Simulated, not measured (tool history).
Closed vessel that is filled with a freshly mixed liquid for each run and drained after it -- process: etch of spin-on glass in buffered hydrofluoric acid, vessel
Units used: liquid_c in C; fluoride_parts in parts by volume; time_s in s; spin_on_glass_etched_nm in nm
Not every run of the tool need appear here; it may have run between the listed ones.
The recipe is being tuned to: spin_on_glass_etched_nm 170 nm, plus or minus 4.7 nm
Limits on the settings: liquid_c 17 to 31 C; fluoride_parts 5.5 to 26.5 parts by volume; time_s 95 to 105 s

| run | hour | liquid_c | fluoride_parts | time_s | spin_on_glass_etched_nm |
|---|---|---|---|---|---|
| 1 | 0 | 23 | 16 | 95 | 146.62 |
| 2 | 2.1 | 21.5 | 16 | 95 | 136.51 |
| 3 | 3.5 | 22.5 | 16 | 95 | 145.44 |
| 4 | 6.5 | 23 | 16 | 95 | 147.26 |
| 5 | 13.1 | 23 | 20 | 95 | 117.7 |
| 6 | 18.3 | 23 | 20 | 95 | 117.79 |
| 7 | 23.4 | 27 | 19.5 | 95 | 150.17 |
| 8 | 29 | 27.5 | 19.5 | 95 | 153.89 |
| 9 | 36 | 28 | 19.5 | 95 | 158.43 |
| 10 | 44.8 | 28.5 | 19.5 | 95 | 163.01 |

Consider the 4 candidate settings below. Which is the only one whose results all fall within their allowed miss of target?
| A | 53.6 | 31 | 26 | 95 | ? |
| B | 53.6 | 27.5 | 20 | 95 | ? |
| C | 53.6 | 30 | 22 | 100 | ? |
| D | 53.6 | 27.5 | 20 | 100 | ? |

| move | spin_on_glass_etched_nm |
|---|---|
| A | 150.52 |
| B | 149.54 |
| C | 168.44 |
| D | 157.41 |
A: its largest miss is bigger than the last run's
B: its largest miss is bigger than the last run's
C: hits every target within its allowed miss
D: its largest miss is bigger than the last run's
Correct choice: C, which meets every target

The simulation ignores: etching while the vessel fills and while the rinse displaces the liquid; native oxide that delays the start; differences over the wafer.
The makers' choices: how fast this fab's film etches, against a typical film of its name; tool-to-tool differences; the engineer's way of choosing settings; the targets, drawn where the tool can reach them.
